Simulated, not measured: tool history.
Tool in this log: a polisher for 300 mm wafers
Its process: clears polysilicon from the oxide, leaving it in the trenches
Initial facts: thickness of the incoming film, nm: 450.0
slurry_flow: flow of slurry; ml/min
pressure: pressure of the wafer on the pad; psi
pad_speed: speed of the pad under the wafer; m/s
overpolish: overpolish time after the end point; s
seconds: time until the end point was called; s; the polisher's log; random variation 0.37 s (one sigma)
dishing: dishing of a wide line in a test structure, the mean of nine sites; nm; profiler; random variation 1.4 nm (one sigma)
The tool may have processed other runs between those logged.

run  hour  slurry_flow  pressure  pad_speed  overpolish  seconds  dishing
  1   0.0          195       3.0       0.94           9   37.431   60.390
  2   1.3          195       3.1       0.94           9   37.894   62.378
  3   2.4          195       3.1       0.72           9   47.677   55.176
  4  10.5          220       3.1       0.72           9   47.448   55.013
  5  14.5          170       3.1       0.72           9   48.356   54.777
  6  18.0          170       3.1       0.82           9   42.677   58.102
  7  22.9          170       3.3       0.82           9   41.003   59.624
  8  28.1          170       3.3       0.82           9   40.386   57.240
  9  36.2          170       3.4       0.82          10   40.197   65.337
 10  41.2          170       3.5       0.82          10   37.500   61.685
 11  42.7          170       3.6       0.82          10   37.293   65.224

Expected results for the next run?
 12  46.8          170       3.7       0.82          10        ?        ?

seconds: 36.446 s
dishing: 66.152 nm
